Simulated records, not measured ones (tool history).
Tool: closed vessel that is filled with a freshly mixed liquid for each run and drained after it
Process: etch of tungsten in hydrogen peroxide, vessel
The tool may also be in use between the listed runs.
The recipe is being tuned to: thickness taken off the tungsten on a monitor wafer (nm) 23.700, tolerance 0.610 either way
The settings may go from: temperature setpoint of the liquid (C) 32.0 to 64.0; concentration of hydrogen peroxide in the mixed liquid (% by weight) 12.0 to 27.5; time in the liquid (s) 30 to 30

run,day,temperature setpoint of the liquid (C),concentration of hydrogen peroxide in the mixed liquid (% by weight),time in the liquid (s),thickness taken off the tungsten on a monitor wafer (nm)
1,0.000,48.0,18.5,30,18.759
2,0.117,48.5,18.5,30,19.458
3,0.396,49.0,18.5,30,19.809
4,0.629,56.0,18.5,30,30.089
5,0.933,59.5,18.5,30,37.263
6,1.125,59.5,18.5,30,37.009
7,1.158,58.5,18.5,30,35.751
8,1.425,57.5,18.5,30,32.922

Consider the 5 candidate settings below. Which is the only one whose results all fall within their allowed miss of target?
A,1.692,52.0,20.5,30,?
B,1.692,49.5,25.0,30,?
C,1.692,61.5,19.0,30,?
D,1.692,54.5,23.0,30,?
E,1.692,49.0,19.0,30,?

move,thickness taken off the tungsten on a monitor wafer (nm)
A,25.141
B,23.846
C,42.255
D,30.932
E,20.160
A: closer than the last run, but not yet in spec
B: in spec on every target
C: the biggest miss grows against the last run
D: closer than the last run, but not yet in spec
E: the result that was furthest off in the last run now lies on the other side of its target
B is the move that brings every result within its allowed miss.

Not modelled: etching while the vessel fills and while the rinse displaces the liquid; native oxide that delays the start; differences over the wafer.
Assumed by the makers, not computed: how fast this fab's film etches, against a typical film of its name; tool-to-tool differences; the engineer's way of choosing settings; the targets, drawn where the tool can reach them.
